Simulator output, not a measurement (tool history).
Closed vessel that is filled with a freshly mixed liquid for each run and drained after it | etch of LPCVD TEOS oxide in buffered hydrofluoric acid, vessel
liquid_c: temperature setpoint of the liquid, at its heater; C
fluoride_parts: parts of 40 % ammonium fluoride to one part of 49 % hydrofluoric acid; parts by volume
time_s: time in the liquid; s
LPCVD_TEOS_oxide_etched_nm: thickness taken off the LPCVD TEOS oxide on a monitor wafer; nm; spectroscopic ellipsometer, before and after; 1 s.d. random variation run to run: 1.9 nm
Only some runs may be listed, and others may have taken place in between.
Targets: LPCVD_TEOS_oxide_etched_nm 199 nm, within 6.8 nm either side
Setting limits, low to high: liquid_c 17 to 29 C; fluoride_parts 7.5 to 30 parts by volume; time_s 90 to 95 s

Run 1, hour 0: liquid_c 21 C, fluoride_parts 21 parts by volume, time_s 90 s. Result: LPCVD_TEOS_oxide_etched_nm 100.37 nm.
Run 2, hour 1.7: liquid_c 21 C, fluoride_parts 18 parts by volume, time_s 90 s. Result: LPCVD_TEOS_oxide_etched_nm 115.07 nm.
Run 3, hour 5: liquid_c 21 C, fluoride_parts 18 parts by volume, time_s 90 s. Result: LPCVD_TEOS_oxide_etched_nm 113.67 nm.
Run 4, hour 6.9: liquid_c 21 C, fluoride_parts 18 parts by volume, time_s 90 s. Result: LPCVD_TEOS_oxide_etched_nm 115.25 nm.
Run 5, hour 9.7: liquid_c 22.5 C, fluoride_parts 17.5 parts by volume, time_s 90 s. Result: LPCVD_TEOS_oxide_etched_nm 127.51 nm.
Run 6, hour 16.1: liquid_c 22.5 C, fluoride_parts 17.5 parts by volume, time_s 90 s. Result: LPCVD_TEOS_oxide_etched_nm 128.45 nm.
Run 7, hour 22.2: liquid_c 24 C, fluoride_parts 17 parts by volume, time_s 90 s. Result: LPCVD_TEOS_oxide_etched_nm 142.18 nm.
Run 8, hour 25.8: liquid_c 24 C, fluoride_parts 17 parts by volume, time_s 90 s. Result: LPCVD_TEOS_oxide_etched_nm 144.59 nm.
Run 9, hour 32.8: liquid_c 25 C, fluoride_parts 17 parts by volume, time_s 90 s. Result: LPCVD_TEOS_oxide_etched_nm 152.78 nm.
Run 10, hour 41: liquid_c 26 C, fluoride_parts 17 parts by volume, time_s 90 s. Result: LPCVD_TEOS_oxide_etched_nm 159.36 nm.
Run 11, hour 41.9: liquid_c 26.5 C, fluoride_parts 16.5 parts by volume, time_s 90 s. Result: LPCVD_TEOS_oxide_etched_nm 170.01 nm.
Run 12, hour 42.9: liquid_c 27 C, fluoride_parts 16.5 parts by volume, time_s 90 s. Result: LPCVD_TEOS_oxide_etched_nm 173.15 nm.
Run 13, hour 49.8: liquid_c 27.5 C, fluoride_parts 16.5 parts by volume, time_s 90 s. Result: LPCVD_TEOS_oxide_etched_nm 178.29 nm.
Run 14, hour 53.7: liquid_c 28 C, fluoride_parts 16.5 parts by volume, time_s 90 s. Result: LPCVD_TEOS_oxide_etched_nm 184.22 nm.

Exactly one of the 5 candidate moves below puts every result within its allowed miss. Which one?
Run A, hour 57.6: liquid_c 25.5 C, fluoride_parts 15.5 parts by volume, time_s 95 s. Result: LPCVD_TEOS_oxide_etched_nm ?.
Run B, hour 57.6: liquid_c 27.5 C, fluoride_parts 15.5 parts by volume, time_s 95 s. Result: LPCVD_TEOS_oxide_etched_nm ?.
Run C, hour 57.6: liquid_c 26.5 C, fluoride_parts 15.5 parts by volume, time_s 90 s. Result: LPCVD_TEOS_oxide_etched_nm ?.
Run D, hour 57.6: liquid_c 29 C, fluoride_parts 16 parts by volume, time_s 95 s. Result: LPCVD_TEOS_oxide_etched_nm ?.
Run E, hour 57.6: liquid_c 22.5 C, fluoride_parts 13.5 parts by volume, time_s 95 s. Result: LPCVD_TEOS_oxide_etched_nm ?.

move  LPCVD_TEOS_oxide_etched_nm
   A                      179.21
   B                      199.56
   C                      179.19
   D                       209.5
   E                      174.23
A: lands further from the targets than the last run did
B: hits every target within its allowed miss
C: lands further from the targets than the last run did
D: takes the biggest miss from the last run beyond its target
E: lands further from the targets than the last run did
B meets every target.

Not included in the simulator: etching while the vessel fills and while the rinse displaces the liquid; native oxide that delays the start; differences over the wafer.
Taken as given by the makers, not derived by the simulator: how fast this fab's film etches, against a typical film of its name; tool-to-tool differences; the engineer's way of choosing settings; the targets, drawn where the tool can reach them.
